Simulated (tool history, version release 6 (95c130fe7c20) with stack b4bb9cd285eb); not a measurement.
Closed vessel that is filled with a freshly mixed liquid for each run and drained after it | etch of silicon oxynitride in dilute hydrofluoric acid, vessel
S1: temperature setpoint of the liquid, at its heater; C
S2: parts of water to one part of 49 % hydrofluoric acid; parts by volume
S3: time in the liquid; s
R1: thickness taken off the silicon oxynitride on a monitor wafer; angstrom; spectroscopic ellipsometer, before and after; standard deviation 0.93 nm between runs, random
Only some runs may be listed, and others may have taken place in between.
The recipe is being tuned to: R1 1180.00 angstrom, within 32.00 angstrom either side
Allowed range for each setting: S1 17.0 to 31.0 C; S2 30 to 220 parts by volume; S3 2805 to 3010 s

run 1 hour=0.0 | S1=23.0 S2=125 S3=2805 | R1=398.50
run 2 hour=7.3 | S1=24.5 S2=125 S3=2805 | R1=427.49
run 3 hour=10.5 | S1=27.5 S2=125 S3=2805 | R1=489.68
run 4 hour=13.3 | S1=27.5 S2=125 S3=2805 | R1=483.96
run 5 hour=21.8 | S1=27.5 S2=125 S3=3010 | R1=519.48
run 6 hour=25.6 | S1=27.5 S2=140 S3=3010 | R1=464.50
run 7 hour=30.6 | S1=28.0 S2=125 S3=3010 | R1=528.51
run 8 hour=34.6 | S1=28.5 S2=110 S3=3010 | R1=624.87
run 9 hour=42.8 | S1=29.0 S2=100 S3=3010 | R1=716.60
run 10 hour=44.9 | S1=29.5 S2=95 S3=3010 | R1=790.26
run 11 hour=50.9 | S1=29.5 S2=90 S3=3010 | R1=812.16
run 12 hour=58.9 | S1=29.5 S2=90 S3=3010 | R1=813.58

4 next moves are on the table. One of them brings every result within its allowed miss. Which?
run A hour=66.9 | S1=31.0 S2=65 S3=3010 | R1=?
run B hour=66.9 | S1=29.5 S2=75 S3=3010 | R1=?
run C hour=66.9 | S1=31.0 S2=70 S3=2885 | R1=?
run D hour=66.9 | S1=31.0 S2=65 S3=2870 | R1=?

move=A R1=1259.50
move=B R1=1008.50
move=C R1=1115.00
move=D R1=1201.00
A: moves the result that the last run missed by most past its target, out the other side
B: gains on the last run, yet a result remains outside its allowed miss
C: gains on the last run, yet a result remains outside its allowed miss
D: every result within its allowed miss
The move that meets every target is D.
